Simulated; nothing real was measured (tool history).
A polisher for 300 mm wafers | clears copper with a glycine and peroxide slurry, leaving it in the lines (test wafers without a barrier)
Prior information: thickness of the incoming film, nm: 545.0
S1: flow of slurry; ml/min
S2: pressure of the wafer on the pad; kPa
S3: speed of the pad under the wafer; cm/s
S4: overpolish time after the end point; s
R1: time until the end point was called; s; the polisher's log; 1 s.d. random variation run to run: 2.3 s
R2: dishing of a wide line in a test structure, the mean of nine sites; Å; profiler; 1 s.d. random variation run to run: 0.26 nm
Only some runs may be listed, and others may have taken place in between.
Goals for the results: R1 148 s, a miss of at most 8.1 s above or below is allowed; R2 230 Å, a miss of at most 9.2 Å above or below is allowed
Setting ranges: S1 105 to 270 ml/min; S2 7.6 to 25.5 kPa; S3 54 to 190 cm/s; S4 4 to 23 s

run    day   S1    S2   S3  S4      R1      R2
  1      0  175  16.5  122  12  121.09  300.67
  2  0.146  175  13.8  122  12   143.3  266.97
  3  0.467  175  13.8  148  12  118.12  295.82
  4  0.767  175  17.2  148  12  99.064  343.66
  5  1.012  175  15.2  148  12  113.42   317.2
  6  1.246  175  15.2  178  12  95.845  336.47
  7  1.521  175  15.2  178  12  97.715  334.75
     1.883  -- worn pad replaced by a new one
  8  1.883  175  13.1  176  12  104.76   325.2
  9  2.112  175  11.7  168  11  120.49   277.6
 10  2.408  175  10.3  168  11  133.42   258.3
 11  2.696  175   9.7  168  11  140.13     254

Consider the 4 candidate settings below. Which is the only one whose results all fall within their allowed miss of target?
  A  2.983  155   11  140   9   ?   ?
  B  2.983  195  9.7  178   9   ?   ?
  C  2.983  180   11  162   9   ?   ?
  D  2.983  150   11  140  10   ?   ?

move      R1      R2
   A  144.49  210.49
   B  129.25  226.01
   C  126.51  231.42
   D  145.41  226.79
A: the result that was furthest off in the last run now lies on the other side of its target
B: gets the furthest-off result to its target, but another result is out of tolerance
C: gets the furthest-off result to its target, but another result is out of tolerance
D: each result inside its tolerance
The right move is D.
